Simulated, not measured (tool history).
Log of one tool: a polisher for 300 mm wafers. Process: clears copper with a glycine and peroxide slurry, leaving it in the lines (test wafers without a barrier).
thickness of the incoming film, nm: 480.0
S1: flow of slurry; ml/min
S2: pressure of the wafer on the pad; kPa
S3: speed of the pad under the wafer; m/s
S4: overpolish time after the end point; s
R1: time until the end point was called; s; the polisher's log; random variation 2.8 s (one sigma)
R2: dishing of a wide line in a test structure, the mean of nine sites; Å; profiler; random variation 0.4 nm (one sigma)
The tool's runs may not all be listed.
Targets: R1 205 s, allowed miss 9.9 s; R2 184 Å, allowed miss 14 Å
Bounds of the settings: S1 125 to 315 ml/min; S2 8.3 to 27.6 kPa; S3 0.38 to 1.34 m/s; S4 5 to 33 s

| run | hour | S1 | S2 | S3 | S4 | R1 | R2 |
|---|---|---|---|---|---|---|---|
| 1 | 0 | 205 | 17.9 | 0.86 | 17 | 120.56 | 374.06 |
| 2 | 6.4 | 205 | 17.9 | 1.06 | 17 | 101.61 | 411.04 |
| 3 | 10.3 | 200 | 15.9 | 0.98 | 15 | 119.33 | 347.67 |
| 4 | 17.2 | 200 | 15.9 | 0.98 | 22 | 120.26 | 436.77 |
| 5 | 18.9 | 195 | 14.5 | 0.92 | 18 | 135.9 | 349.69 |
| 6 | 24.5 | 195 | 14.5 | 0.92 | 12 | 131.91 | 273.88 |
| 7 | 33.2 | 195 | 13.1 | 0.88 | 12 | 146.59 | 244.43 |
|  | 36.2 | slurry nozzle cleaned |
| 8 | 36.2 | 190 | 8.3 | 0.74 | 12 | 213.85 | 187.94 |

5 next moves are on the table. One of them brings every result within its allowed miss. Which?
| A | 39.2 | 180 | 8.3 | 0.68 | 14 | ? | ? |
| B | 39.2 | 150 | 9 | 0.78 | 11 | ? | ? |
| C | 39.2 | 220 | 8.3 | 0.68 | 11 | ? | ? |
| D | 39.2 | 165 | 8.3 | 0.7 | 12 | ? | ? |
| E | 39.2 | 210 | 8.3 | 0.68 | 11 | ? | ? |

| move | R1 | R2 |
|---|---|---|
| A | 224.57 | 211.44 |
| B | 202.14 | 186.66 |
| C | 219.04 | 175.08 |
| D | 223.49 | 185.49 |
| E | 220.23 | 174.24 |
A: further off than the last run
B: meets every target
C: further off than the last run
D: further off than the last run
E: further off than the last run
Move B is the one to make.

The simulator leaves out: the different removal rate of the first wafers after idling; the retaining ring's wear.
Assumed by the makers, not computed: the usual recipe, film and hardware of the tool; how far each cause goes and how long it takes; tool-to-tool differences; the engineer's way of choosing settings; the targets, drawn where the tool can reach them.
